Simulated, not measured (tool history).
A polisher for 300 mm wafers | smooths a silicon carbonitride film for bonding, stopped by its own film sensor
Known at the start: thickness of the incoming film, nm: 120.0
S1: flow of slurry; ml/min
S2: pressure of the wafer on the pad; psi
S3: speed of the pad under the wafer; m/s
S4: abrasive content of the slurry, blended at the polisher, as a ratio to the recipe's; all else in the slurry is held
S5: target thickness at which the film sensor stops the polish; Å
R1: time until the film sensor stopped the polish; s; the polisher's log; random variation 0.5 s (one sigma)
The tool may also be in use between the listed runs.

run,hour,S1,S2,S3,S4,S5,R1
1,0,185,1.6,0.92,1,1070,103.73
2,8.9,185,1.4,0.92,1,1070,117.69
3,15.1,185,1.7,0.98,1,1070,95.502
4,16.2,185,1.9,1.06,1,1070,81.517
5,19.4,185,1.9,0.92,1,1070,88.578
# hour 23.6: slurry blender recalibrated
6,23.6,185,2.1,1.02,1,1070,63.93

Run 7 comes next. What will it give?
7,31.6,185,2.2,1.02,1,1070,?

R1: 61.174 s
